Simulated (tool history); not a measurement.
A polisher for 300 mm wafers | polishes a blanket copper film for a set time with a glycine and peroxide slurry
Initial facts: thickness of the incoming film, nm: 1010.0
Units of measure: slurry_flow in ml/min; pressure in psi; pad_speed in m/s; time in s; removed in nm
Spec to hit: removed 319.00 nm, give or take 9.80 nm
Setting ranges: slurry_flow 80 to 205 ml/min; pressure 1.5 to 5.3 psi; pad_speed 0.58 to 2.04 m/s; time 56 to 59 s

run,hour,slurry_flow,pressure,pad_speed,time,removed
1,0.0,135,3.4,1.30,56,549.51
2,6.1,135,3.4,1.30,59,580.61
3,9.6,130,2.9,1.28,59,519.92
4,15.8,130,2.6,1.22,59,460.58
5,20.9,130,2.3,1.18,59,418.60
6,29.0,130,2.1,1.16,59,394.50
7,30.4,125,2.0,1.14,59,378.78
8,32.2,125,1.9,1.12,59,359.79

Below are 4 possible settings for the next run. Only one of them brings all results inside the allowed miss of their targets. Which is it?
A,34.0,115,1.5,1.20,56,?
B,34.0,95,1.7,1.14,56,?
C,34.0,145,1.5,1.08,56,?
D,34.0,135,1.6,1.18,56,?

move,removed
A,303.92
B,305.28
C,302.22
D,322.22
A: the result that was furthest off in the last run now lies on the other side of its target
B: the result that was furthest off in the last run now lies on the other side of its target
C: the result that was furthest off in the last run now lies on the other side of its target
D: every result within its allowed miss
The move that meets every target is D.
